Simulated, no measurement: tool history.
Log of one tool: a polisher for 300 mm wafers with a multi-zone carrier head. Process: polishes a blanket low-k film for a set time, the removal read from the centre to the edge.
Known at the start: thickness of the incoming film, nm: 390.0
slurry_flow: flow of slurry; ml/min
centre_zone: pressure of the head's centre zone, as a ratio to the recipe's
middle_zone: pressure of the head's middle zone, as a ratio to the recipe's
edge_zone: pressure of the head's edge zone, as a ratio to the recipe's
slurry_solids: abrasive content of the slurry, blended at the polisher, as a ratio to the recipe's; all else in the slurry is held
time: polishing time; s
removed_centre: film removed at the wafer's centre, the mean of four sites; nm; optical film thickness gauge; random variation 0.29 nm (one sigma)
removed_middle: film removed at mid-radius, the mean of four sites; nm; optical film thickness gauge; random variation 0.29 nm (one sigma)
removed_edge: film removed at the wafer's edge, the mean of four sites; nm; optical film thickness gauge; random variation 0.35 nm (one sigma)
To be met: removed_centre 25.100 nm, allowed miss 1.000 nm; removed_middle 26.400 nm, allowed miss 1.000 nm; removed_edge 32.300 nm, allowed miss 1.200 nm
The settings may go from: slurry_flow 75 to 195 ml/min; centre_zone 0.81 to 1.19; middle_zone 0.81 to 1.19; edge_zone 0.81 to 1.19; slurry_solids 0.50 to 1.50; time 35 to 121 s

run,hour,slurry_flow,centre_zone,middle_zone,edge_zone,slurry_solids,time,removed_centre,removed_middle,removed_edge
1,0.0,125,1.00,1.00,1.00,1.00,78,26.765,26.218,26.309
2,1.7,125,0.95,0.97,1.06,1.05,78,25.175,25.769,27.457
3,5.6,125,0.93,0.95,1.10,1.10,78,25.391,26.321,28.436
4,7.9,120,0.90,0.91,1.13,1.15,79,24.867,25.484,30.108
5,11.8,120,0.90,0.91,1.13,1.15,88,28.017,28.681,32.881
6,19.5,110,0.89,0.90,1.14,1.15,88,26.792,27.995,32.366
7,28.3,105,0.88,0.89,1.15,1.15,88,26.773,28.013,32.687
8,29.9,100,0.87,0.87,1.15,1.15,88,26.064,27.017,32.664

Which of these 4 next moves meets every target?
A,31.5,80,0.83,0.97,1.12,1.20,88,?,?,?
B,31.5,90,0.91,0.81,1.11,1.05,95,?,?,?
C,31.5,90,0.88,0.96,1.18,1.35,84,?,?,?
D,31.5,80,0.86,0.88,1.16,0.95,95,?,?,?

move,removed_centre,removed_middle,removed_edge
A,24.516,29.146,31.897
B,28.189,26.255,33.100
C,26.404,29.246,32.997
D,25.123,26.582,32.171
A: brings the result that was furthest off to its target, and leaves another outside
B: further off than the last run
C: further off than the last run
D: meets every target
Answer: D
